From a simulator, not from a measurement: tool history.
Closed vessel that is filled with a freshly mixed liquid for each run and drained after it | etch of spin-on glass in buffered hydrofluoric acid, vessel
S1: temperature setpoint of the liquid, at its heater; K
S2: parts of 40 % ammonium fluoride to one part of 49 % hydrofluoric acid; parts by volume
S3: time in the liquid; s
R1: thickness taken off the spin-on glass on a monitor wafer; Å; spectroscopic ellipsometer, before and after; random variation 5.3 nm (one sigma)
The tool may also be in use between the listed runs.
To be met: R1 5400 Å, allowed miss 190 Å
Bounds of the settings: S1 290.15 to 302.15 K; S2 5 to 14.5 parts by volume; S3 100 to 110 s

run,hour,S1,S2,S3,R1
1,0,294.15,9,100,3200.8
2,0.8,294.15,8,100,3640.8
3,3.7,295.15,8,100,3833.5
4,6.6,296.15,8,100,4016.5
5,7.8,296.15,9,100,3511.8
6,14.4,293.15,9,100,3024.8
7,19.7,294.15,9,100,3173.7
8,27.8,295.15,9,100,3408.5
9,36.3,296.15,9,100,3550.1
10,38.4,297.15,9,100,3763
11,42.3,297.15,9,100,3772.2
12,45.4,297.65,9,100,3955.8
13,49.7,298.15,9,100,3970.5
14,51.7,298.65,9,100,4085.2
15,52.9,299.15,9,100,4108.2
16,59.1,299.65,9,100,4233.9
17,63.2,300.15,9,100,4400.5
18,64,300.65,9,100,4545.6
19,68.9,301.65,8.5,100,5083.9

Which of these 5 next moves meets every target?
A,73.8,300.65,8.5,100,?
B,73.8,297.65,8,110,?
C,73.8,298.15,7,105,?
D,73.8,299.65,8.5,105,?
E,73.8,297.65,8,105,?

move,R1
A,4736.1
B,4734.6
C,5363.8
D,4714.2
E,4519.3
A: further off than the last run
B: further off than the last run
C: meets every target
D: further off than the last run
E: further off than the last run
Answer: C
